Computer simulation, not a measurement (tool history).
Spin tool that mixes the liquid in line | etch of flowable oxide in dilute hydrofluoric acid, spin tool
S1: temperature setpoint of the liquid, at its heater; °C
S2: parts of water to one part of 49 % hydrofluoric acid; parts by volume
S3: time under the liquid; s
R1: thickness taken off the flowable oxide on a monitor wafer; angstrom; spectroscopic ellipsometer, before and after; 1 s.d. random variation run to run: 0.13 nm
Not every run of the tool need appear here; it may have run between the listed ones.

| run | hour | S1 | S2 | S3 | R1 |
|---|---|---|---|---|---|
| 1 | 0.0 | 26.0 | 45 | 55 | 506.79 |
| 2 | 3.9 | 23.5 | 45 | 55 | 455.85 |
| 3 | 5.0 | 27.0 | 45 | 55 | 525.65 |
| 4 | 11.7 | 24.0 | 45 | 55 | 462.59 |
| 5 | 16.7 | 24.0 | 45 | 60 | 507.95 |
| 6 | 21.7 | 24.0 | 45 | 60 | 505.34 |
| 7 | 30.4 | 22.0 | 45 | 60 | 466.64 |
| 8 | 31.7 | 20.5 | 45 | 60 | 438.60 |

Run 9 has not been measured yet. What should we expect?
| 9 | 35.6 | 19.5 | 45 | 60 | ? |

Run 9 yielded R1 420.51 angstrom.
